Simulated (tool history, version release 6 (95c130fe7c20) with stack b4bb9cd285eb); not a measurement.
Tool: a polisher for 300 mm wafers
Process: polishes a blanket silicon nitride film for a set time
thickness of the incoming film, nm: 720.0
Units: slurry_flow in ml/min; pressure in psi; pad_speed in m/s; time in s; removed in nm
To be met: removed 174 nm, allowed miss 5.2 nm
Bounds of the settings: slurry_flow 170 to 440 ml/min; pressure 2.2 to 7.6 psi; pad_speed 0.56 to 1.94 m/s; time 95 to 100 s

run	hour	slurry_flow	pressure	pad_speed	time	removed
1	0	280	4.9	1.24	95	223.19
2	2.3	280	4.7	1.24	95	213.49
3	7.3	280	4.7	1.24	95	216
4	13.6	280	4.5	1.24	95	206.49
5	21.9	280	4.4	1.24	95	204.33
6	27.2	220	4.4	1.24	95	202.17
7	35.7	220	4.3	1.24	95	194.38
8	37.9	220	4.2	1.24	95	191.45
9	44	215	3.7	1.24	95	165.59

Which of these 4 next moves meets every target?
A	50.1	195	3.8	1.1	97	?
B	50.1	180	3.3	1.6	100	?
C	50.1	275	3.1	1.52	100	?
D	50.1	175	4	1.28	96	?

move	removed
A	161.43
B	184.21
C	173.34
D	183.18
A: further off than the last run
B: takes the result that was furthest off past its target
C: meets every target
D: takes the result that was furthest off past its target
Move C is the one to make.
